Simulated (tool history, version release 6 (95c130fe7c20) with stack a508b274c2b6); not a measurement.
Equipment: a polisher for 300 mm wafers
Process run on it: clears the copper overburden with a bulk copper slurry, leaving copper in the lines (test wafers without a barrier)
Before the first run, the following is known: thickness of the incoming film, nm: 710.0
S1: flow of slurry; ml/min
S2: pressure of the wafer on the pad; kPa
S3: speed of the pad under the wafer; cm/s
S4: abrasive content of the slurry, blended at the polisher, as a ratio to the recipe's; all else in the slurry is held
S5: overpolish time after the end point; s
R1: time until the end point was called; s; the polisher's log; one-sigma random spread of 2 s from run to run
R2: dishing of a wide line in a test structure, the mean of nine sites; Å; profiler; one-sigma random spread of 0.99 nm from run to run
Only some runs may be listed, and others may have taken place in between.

run	day	S1	S2	S3	S4	S5	R1	R2
1	0	225	17.2	98	1	16	96.784	700.6
2	0.267	225	17.2	98	0.85	16	102.65	666.8
3	0.546	225	16.5	96	0.85	18	105.97	675.52
4	0.833	230	15.9	94	0.9	20	113.07	720.55
5	0.862	185	15.9	94	0.9	20	116.25	705.48
6	1.012	185	15.9	94	0.95	21	110.77	734.3

Forecast run 7:
7	1.146	165	15.2	92	0.75	27	?	?

Run 7 measured R1 129.27 s, R2 763.89 Å.
